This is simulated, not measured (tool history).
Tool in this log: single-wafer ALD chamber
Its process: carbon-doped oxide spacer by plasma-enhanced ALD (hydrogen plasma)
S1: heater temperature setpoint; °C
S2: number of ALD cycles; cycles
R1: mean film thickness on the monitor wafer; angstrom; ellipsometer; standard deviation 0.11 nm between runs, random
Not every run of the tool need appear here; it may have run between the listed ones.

run	hour	S1	S2	R1
1	0.0	400	402	223.34
2	4.6	406	402	219.56
3	8.8	397	402	223.84
4	17.1	396	406	225.42
5	18.4	396	410	228.92
6	19.6	392	410	229.85
7	24.1	392	413	229.44
8	31.1	392	416	233.32
9	38.6	392	418	232.27
10	42.7	392	421	235.59
11	49.1	392	423	234.26

Run 12 is up next; what results do you expect?
12	57.2	392	425	?

R1: 236.39 angstrom
